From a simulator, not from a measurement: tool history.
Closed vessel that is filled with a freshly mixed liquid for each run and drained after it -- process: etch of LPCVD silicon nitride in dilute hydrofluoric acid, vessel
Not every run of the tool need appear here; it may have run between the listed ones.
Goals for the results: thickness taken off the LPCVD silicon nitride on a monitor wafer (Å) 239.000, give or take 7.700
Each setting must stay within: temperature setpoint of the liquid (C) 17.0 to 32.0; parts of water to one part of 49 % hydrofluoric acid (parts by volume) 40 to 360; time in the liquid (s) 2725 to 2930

run,day,temperature setpoint of the liquid (C),parts of water to one part of 49 % hydrofluoric acid (parts by volume),time in the liquid (s),thickness taken off the LPCVD silicon nitride on a monitor wafer (Å)
1,0.000,24.0,200,2725,90.720
2,0.038,24.0,200,2930,96.437
3,0.212,24.0,200,2725,90.628
4,0.446,26.0,175,2730,118.440
5,0.612,27.5,160,2735,142.090
6,0.975,28.5,150,2735,161.810
7,1.321,32.0,115,2740,261.860
8,1.417,31.5,115,2740,258.300

4 next moves are on the table. One of them brings every result within its allowed miss. Which?
A,1.512,31.5,120,2725,?
B,1.512,31.0,110,2930,?
C,1.512,32.0,120,2930,?
D,1.512,31.0,105,2860,?

move,thickness taken off the LPCVD silicon nitride on a monitor wafer (Å)
A,239.980
B,273.270
C,266.050
D,279.590
A: every result within its allowed miss
B: further off than the last run
C: further off than the last run
D: further off than the last run
A is the move that brings every result within its allowed miss.
